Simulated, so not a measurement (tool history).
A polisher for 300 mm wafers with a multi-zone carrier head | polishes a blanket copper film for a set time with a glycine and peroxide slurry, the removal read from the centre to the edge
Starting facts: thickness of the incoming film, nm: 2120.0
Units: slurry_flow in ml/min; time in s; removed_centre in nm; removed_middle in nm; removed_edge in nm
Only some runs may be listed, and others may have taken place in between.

run,hour,slurry_flow,centre_zone,middle_zone,edge_zone,time,removed_centre,removed_middle,removed_edge
1,0.0,190,1.00,1.00,1.00,63,330.54,331.50,332.47
2,1.1,190,1.00,1.00,1.00,75,394.44,395.87,396.92
3,8.6,190,0.92,1.00,1.00,75,366.87,394.00,403.79
4,10.4,190,0.92,1.04,1.00,75,371.22,409.91,393.86
5,18.2,190,0.92,1.04,1.00,85,418.65,463.27,447.53
6,23.6,190,0.92,1.00,1.00,85,422.98,440.71,450.37
7,28.5,195,0.93,1.00,0.99,85,423.11,450.43,444.25

Forecast run 8:
8,36.0,245,1.03,0.97,0.92,84,?,?,?

Run 8 measured removed_centre 469.27 nm, removed_middle 450.58 nm, removed_edge 433.82 nm.
